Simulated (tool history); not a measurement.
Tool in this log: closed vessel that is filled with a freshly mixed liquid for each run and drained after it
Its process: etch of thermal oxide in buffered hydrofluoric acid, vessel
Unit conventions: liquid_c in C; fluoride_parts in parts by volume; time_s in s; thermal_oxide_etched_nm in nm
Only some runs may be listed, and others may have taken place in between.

run,hour,liquid_c,fluoride_parts,time_s,thermal_oxide_etched_nm
1,0,25,20,85,54.472
2,4.4,23,20,85,49.285
3,7.3,21.5,20,85,45.49
4,14.9,20.5,20,85,42.811
5,16.1,20.5,17.5,85,48.591
6,20.1,20.5,14.5,85,59.275
7,24.7,19.5,16,85,50.64

The next listed run, before its measurement:
8,25.8,19,17,85,?

{"run 8": {"thermal_oxide_etched_nm": 46.385}}
